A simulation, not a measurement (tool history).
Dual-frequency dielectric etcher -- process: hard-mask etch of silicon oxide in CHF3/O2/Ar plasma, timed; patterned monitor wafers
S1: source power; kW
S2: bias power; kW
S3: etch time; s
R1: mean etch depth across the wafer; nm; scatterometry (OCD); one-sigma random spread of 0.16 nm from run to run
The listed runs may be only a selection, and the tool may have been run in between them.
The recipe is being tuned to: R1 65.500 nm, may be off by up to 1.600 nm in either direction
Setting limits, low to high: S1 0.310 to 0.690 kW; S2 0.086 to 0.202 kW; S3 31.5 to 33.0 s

run,hour,S1,S2,S3,R1
1,0.0,0.500,0.144,31.5,56.835
2,8.1,0.430,0.144,31.5,53.800
3,14.1,0.430,0.144,33.0,56.320
4,17.9,0.430,0.144,31.5,53.791
5,20.4,0.490,0.150,31.5,57.475
6,22.4,0.520,0.150,31.5,58.615
7,25.1,0.550,0.153,31.5,60.251
# hour 26.9: bias power generator calibrated
8,26.9,0.580,0.156,31.5,61.137
9,27.8,0.600,0.159,31.5,62.354

Below are 4 possible settings for the next run. Only one of them brings all results inside the allowed miss of their targets. Which is it?
A,28.7,0.690,0.165,33.0,?
B,28.7,0.590,0.147,32.0,?
C,28.7,0.510,0.185,31.5,?
D,28.7,0.580,0.160,33.0,?

move,R1
A,69.957
B,60.997
C,62.952
D,64.842
A: carries the result that was furthest off beyond its target, to the other side
B: lands further from the targets than the last run did
C: moves toward the targets from the last run without getting all of them in spec
D: each result inside its tolerance
The right move is D.
